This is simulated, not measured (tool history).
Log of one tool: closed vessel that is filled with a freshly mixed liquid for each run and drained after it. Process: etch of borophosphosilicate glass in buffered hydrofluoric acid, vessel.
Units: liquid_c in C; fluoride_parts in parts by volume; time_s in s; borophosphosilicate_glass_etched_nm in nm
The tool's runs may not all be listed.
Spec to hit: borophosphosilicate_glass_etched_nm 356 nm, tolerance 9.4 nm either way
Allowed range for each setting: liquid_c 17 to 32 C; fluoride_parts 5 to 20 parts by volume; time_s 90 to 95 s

| run | hour | liquid_c | fluoride_parts | time_s | borophosphosilicate_glass_etched_nm |
|---|---|---|---|---|---|
| 1 | 0 | 24 | 12 | 90 | 209.05 |
| 2 | 6.5 | 24 | 13.5 | 90 | 187.64 |
| 3 | 7.9 | 24 | 15.5 | 90 | 161.94 |
| 4 | 10 | 25.5 | 14.5 | 90 | 187.22 |
| 5 | 16.3 | 24 | 14.5 | 90 | 175.48 |
| 6 | 22.1 | 24 | 16 | 90 | 158.38 |
| 7 | 26 | 25.5 | 15 | 90 | 181.49 |
| 8 | 30.8 | 26.5 | 14 | 90 | 204.44 |
| 9 | 38.4 | 27.5 | 13.5 | 90 | 224.45 |
|  | 43.4 | hydrofluoric acid flow meter replaced |
| 10 | 43.4 | 28.5 | 13 | 90 | 223.68 |
| 11 | 48.3 | 29 | 12 | 90 | 245.48 |

Next run, 4 choices. One meets every target within its allowed miss, the rest don't. Which?
| A | 53.2 | 28.5 | 16.5 | 90 | ? |
| B | 53.2 | 30 | 11.5 | 95 | ? |
| C | 53.2 | 27.5 | 14 | 95 | ? |
| D | 53.2 | 30 | 9 | 95 | ? |

| move | borophosphosilicate_glass_etched_nm |
|---|---|
| A | 177.11 |
| B | 288.37 |
| C | 208.49 |
| D | 353.52 |
A: the biggest miss grows against the last run
B: nearer than the last run, and not there yet
C: the biggest miss grows against the last run
D: meets every target
D is the move that brings every result within its allowed miss.
